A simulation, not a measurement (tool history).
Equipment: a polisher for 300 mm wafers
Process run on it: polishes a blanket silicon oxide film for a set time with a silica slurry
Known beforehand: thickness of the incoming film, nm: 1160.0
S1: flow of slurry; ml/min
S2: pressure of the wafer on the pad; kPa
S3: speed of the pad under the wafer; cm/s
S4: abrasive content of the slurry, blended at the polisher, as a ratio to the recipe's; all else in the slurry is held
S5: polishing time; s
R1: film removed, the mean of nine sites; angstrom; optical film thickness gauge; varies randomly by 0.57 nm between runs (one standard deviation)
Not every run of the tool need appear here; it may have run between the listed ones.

| run | hour | S1 | S2 | S3 | S4 | S5 | R1 |
|---|---|---|---|---|---|---|---|
| 1 | 0.0 | 220 | 32.4 | 100 | 1.0 | 27 | 871.66 |
| 2 | 0.5 | 220 | 31.0 | 100 | 1.0 | 27 | 840.03 |
| 3 | 1.4 | 220 | 30.3 | 100 | 1.0 | 27 | 825.02 |
| 4 | 4.3 | 220 | 29.6 | 100 | 1.0 | 27 | 803.36 |
| 5 | 6.4 | 220 | 29.0 | 100 | 1.0 | 27 | 785.38 |
| 6 | 10.1 | 220 | 28.3 | 100 | 1.0 | 27 | 760.63 |

What will run 7 give?
| 7 | 14.9 | 220 | 27.6 | 100 | 1.0 | 27 | ? |

R1: 763.08 angstrom
